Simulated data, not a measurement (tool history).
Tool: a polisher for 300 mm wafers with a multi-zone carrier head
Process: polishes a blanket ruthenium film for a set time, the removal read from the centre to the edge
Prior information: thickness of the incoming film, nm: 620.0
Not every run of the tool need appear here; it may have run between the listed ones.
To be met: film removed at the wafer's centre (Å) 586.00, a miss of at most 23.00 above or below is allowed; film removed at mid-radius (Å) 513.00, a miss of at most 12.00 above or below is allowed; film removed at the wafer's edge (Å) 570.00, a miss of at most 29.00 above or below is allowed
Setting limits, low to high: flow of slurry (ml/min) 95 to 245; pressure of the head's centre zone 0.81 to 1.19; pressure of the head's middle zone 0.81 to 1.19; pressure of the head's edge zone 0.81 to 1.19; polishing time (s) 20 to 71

run    day  flow of slurry (ml/min)  pressure of the head's centre zone  pressure of the head's middle zone  pressure of the head's edge zone  polishing time (s)  film removed at the wafer's centre (Å)  film removed at mid-radius (Å)  film removed at the wafer's edge (Å)
  1  0.000                      155                                1.00                                1.00                              1.00                  45                                  602.57                          566.81                                588.70
  2  0.054                      135                                1.00                                1.00                              1.00                  45                                  590.34                          556.82                                596.18
  3  0.367                      130                                1.01                                0.99                              0.99                  45                                  575.71                          546.15                                571.86
  4  0.558                      130                                1.01                                0.99                              0.99                  52                                  674.60                          642.75                                662.83
  5  0.862                      130                                0.98                                0.99                              0.99                  52                                  664.41                          640.18                                657.27
  6  1.138                      145                                0.98                                0.99                              0.99                  52                                  693.32                          650.38                                672.46
  7  1.175                      135                                0.97                                0.95                              0.97                  51                                  642.63                          616.41                                649.93
  8  1.542                      130                                0.99                                0.92                              0.95                  50                                  634.67                          587.24                                610.99
  9  1.850                      125                                0.99                                0.89                              0.95                  50                                  623.59                          574.94                                631.87
 10  2.167                      120                                1.00                                0.87                              0.93                  49                                  618.51                          543.50                                578.96
 11  2.267                      115                                1.00                                0.86                              0.93                  49                                  614.92                          537.35                                590.97

Which one of the following 4 next-run settings gets every result inside its allowed miss? There is exactly one.
  A  2.367                      110                                1.00                                0.83                              0.92                  48                                       ?                               ?                                     ?
  B  2.367                       95                                0.94                                0.90                              0.94                  52                                       ?                               ?                                     ?
  C  2.367                      105                                1.04                                0.90                              0.93                  50                                       ?                               ?                                     ?
  D  2.367                      145                                1.05                                0.81                              1.02                  46                                       ?                               ?                                     ?

move  film removed at the wafer's centre (Å)  film removed at mid-radius (Å)  film removed at the wafer's edge (Å)
   A                                  585.02                          507.54                                574.21
   B                                  564.61                          546.43                                607.50
   C                                  622.44                          543.58                                594.82
   D                                  637.46                          515.93                                607.87
A: every result lands within tolerance
B: its largest miss is bigger than the last run's
C: its largest miss is bigger than the last run's
D: the worst result of the last run now meets its target, but another is out of spec
A is the move that brings every result within its allowed miss.
